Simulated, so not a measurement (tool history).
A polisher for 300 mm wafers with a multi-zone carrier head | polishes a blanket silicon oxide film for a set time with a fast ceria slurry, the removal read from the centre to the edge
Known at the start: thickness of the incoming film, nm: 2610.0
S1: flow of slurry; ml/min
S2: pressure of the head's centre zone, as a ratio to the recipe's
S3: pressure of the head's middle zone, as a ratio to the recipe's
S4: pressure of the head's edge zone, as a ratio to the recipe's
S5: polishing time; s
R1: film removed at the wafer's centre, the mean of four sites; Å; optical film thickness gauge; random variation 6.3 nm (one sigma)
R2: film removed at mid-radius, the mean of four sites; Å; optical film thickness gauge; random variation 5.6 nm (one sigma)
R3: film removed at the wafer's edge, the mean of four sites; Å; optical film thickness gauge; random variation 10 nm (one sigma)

run,day,S1,S2,S3,S4,S5,R1,R2,R3
1,0.000,210,1.00,1.00,1.00,54,4768.5,4767.8,4783.0
2,0.150,215,1.01,1.02,1.03,58,5146.7,5248.6,5233.8
3,0.171,220,1.02,1.03,1.06,61,5453.2,5550.0,5761.3
4,0.375,230,1.04,1.06,1.08,63,5891.6,5875.0,5922.3
5,0.608,230,1.04,1.06,1.08,71,6588.1,6655.1,6613.5
6,0.725,240,1.04,1.07,1.10,71,6715.9,6787.7,6732.9
7,1.100,245,1.04,1.08,1.12,71,6591.0,6821.8,6937.3
8,1.125,250,1.05,1.09,1.13,71,6775.9,6954.6,6992.6

Forecast run 9:
9,1.246,255,1.05,1.09,1.14,71,?,?,?

Run 9 gave R1 6829.3 Å, R2 6913.1 Å, R3 7082.5 Å.
